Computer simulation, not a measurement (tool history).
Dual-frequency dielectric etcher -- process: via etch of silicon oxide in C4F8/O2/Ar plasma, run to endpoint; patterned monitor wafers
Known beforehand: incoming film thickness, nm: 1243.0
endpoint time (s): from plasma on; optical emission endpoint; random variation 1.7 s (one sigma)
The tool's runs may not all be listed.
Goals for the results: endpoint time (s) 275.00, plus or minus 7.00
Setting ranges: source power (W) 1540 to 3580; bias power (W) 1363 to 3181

run,day,source power (W),bias power (W),endpoint time (s)
1,0.000,2560,2272,217.61
2,0.321,2420,2187,225.38
3,0.688,2420,2000,238.03
4,0.921,2420,1616,257.42
5,1.225,2610,1616,249.35
6,1.317,2330,1616,263.09
7,1.350,2300,1611,262.83
8,1.492,2270,1605,267.95
9,1.567,2260,1603,264.72
10,1.671,2020,1525,286.83
11,1.879,2040,1529,285.46
12,2.004,2040,1529,285.99
13,2.317,2280,1603,264.66

Next run, 5 choices. One meets every target within its allowed miss, the rest don't. Which?
A,2.629,2250,1779,?
B,2.629,2290,1830,?
C,2.629,1980,1706,?
D,2.629,2410,1794,?
E,2.629,2560,1552,?

move,endpoint time (s)
A,254.69
B,249.53
C,274.76
D,246.19
E,256.14
A: lands further from the targets than the last run did
B: lands further from the targets than the last run did
C: hits every target within its allowed miss
D: lands further from the targets than the last run did
E: lands further from the targets than the last run did
So the answer is move C, the one that meets all the targets.

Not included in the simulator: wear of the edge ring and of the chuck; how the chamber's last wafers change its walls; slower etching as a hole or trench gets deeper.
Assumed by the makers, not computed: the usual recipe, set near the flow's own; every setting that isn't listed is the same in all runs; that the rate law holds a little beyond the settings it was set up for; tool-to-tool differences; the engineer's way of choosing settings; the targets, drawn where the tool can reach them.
